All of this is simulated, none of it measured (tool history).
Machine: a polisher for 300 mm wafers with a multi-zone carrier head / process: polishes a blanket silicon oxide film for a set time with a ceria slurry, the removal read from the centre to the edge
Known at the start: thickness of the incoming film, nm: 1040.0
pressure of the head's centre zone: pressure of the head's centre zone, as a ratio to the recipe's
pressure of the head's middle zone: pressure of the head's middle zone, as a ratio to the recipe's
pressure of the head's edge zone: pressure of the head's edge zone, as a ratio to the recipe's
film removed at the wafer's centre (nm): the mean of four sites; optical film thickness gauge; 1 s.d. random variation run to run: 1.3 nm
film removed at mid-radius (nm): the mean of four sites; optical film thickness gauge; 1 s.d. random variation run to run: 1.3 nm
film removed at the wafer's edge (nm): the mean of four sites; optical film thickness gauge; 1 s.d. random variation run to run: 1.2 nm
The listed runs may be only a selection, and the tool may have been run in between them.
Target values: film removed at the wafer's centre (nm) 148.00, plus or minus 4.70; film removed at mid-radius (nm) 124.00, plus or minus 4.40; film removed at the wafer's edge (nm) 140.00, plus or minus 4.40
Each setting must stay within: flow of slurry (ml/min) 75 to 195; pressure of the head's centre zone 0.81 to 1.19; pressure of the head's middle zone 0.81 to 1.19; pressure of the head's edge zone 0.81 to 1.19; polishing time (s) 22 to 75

| run | hour | flow of slurry (ml/min) | pressure of the head's centre zone | pressure of the head's middle zone | pressure of the head's edge zone | polishing time (s) | film removed at the wafer's centre (nm) | film removed at mid-radius (nm) | film removed at the wafer's edge (nm) |
|---|---|---|---|---|---|---|---|---|---|
| 1 | 0.0 | 125 | 1.00 | 1.00 | 1.00 | 48 | 216.62 | 214.20 | 217.53 |
| 2 | 8.4 | 125 | 1.00 | 0.91 | 1.00 | 48 | 216.51 | 198.97 | 219.04 |
| 3 | 11.7 | 125 | 1.00 | 0.91 | 1.00 | 53 | 241.50 | 224.48 | 237.75 |
| 4 | 20.0 | 125 | 0.95 | 0.91 | 1.00 | 53 | 231.74 | 220.84 | 241.59 |
| 5 | 21.4 | 125 | 0.95 | 0.91 | 1.00 | 58 | 249.28 | 247.66 | 264.03 |
| 6 | 30.0 | 115 | 0.96 | 0.90 | 0.95 | 49 | 210.18 | 200.82 | 216.46 |
| 7 | 34.8 | 110 | 0.98 | 0.88 | 0.92 | 43 | 185.46 | 171.43 | 184.53 |
| 8 | 42.4 | 105 | 0.99 | 0.86 | 0.91 | 40 | 171.15 | 151.06 | 169.13 |
| 9 | 49.8 | 100 | 1.00 | 0.85 | 0.88 | 38 | 164.57 | 144.98 | 156.16 |
| 10 | 53.7 | 95 | 1.00 | 0.84 | 0.88 | 37 | 158.05 | 136.27 | 150.98 |
| 11 | 60.0 | 95 | 1.00 | 0.84 | 0.88 | 37 | 156.12 | 139.02 | 153.84 |
| 12 | 64.5 | 90 | 1.02 | 0.83 | 0.87 | 36 | 152.42 | 130.89 | 146.61 |

Pick the move, out of 5, that brings all results within their allowed miss; only one does.
| A | 69.0 | 75 | 1.11 | 0.81 | 0.95 | 37 | ? | ? | ? |
| B | 69.0 | 75 | 1.06 | 0.83 | 0.95 | 36 | ? | ? | ? |
| C | 69.0 | 120 | 1.01 | 0.81 | 0.89 | 33 | ? | ? | ? |
| D | 69.0 | 125 | 1.18 | 0.81 | 0.97 | 31 | ? | ? | ? |
| E | 69.0 | 105 | 1.07 | 0.81 | 0.84 | 34 | ? | ? | ? |

| move | film removed at the wafer's centre (nm) | film removed at mid-radius (nm) | film removed at the wafer's edge (nm) |
|---|---|---|---|
| A | 158.63 | 127.62 | 153.20 |
| B | 148.90 | 126.69 | 149.02 |
| C | 149.78 | 127.44 | 143.01 |
| D | 160.43 | 120.61 | 140.64 |
| E | 156.17 | 127.58 | 140.74 |
A: the furthest-off result lands on target, but another misses its tolerance
B: the furthest-off result lands on target, but another misses its tolerance
C: every result lands within tolerance
D: the furthest-off result lands on target, but another misses its tolerance
E: the furthest-off result lands on target, but another misses its tolerance
Go with C: it meets all targets.
